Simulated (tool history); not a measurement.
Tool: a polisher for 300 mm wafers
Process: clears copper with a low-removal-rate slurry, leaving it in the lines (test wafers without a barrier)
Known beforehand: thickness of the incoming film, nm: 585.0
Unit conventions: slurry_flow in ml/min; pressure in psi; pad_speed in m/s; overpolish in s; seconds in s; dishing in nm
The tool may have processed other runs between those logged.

run,day,slurry_flow,pressure,pad_speed,slurry_solids,overpolish,seconds,dishing
1,0,250,3.4,1.42,1,26,135.29,66.165
2,0.096,250,3.4,1.28,1,26,147.11,64.699
3,0.233,240,3.5,1.48,0.95,21,130.88,57.39
4,0.4,200,3.5,1.48,0.95,21,135.99,58.146
5,0.492,200,3.5,1.48,0.95,15,135.91,45.308
6,0.762,200,3.5,1.48,0.95,21,136.89,57.311
7,1.1,215,3.8,1.52,0.95,18,117.95,55.458

Predict the results of run 8:
8,1.288,225,4,1.54,0.95,16,?,?

{"run 8": {"seconds": 111.24, "dishing": 57.891}}
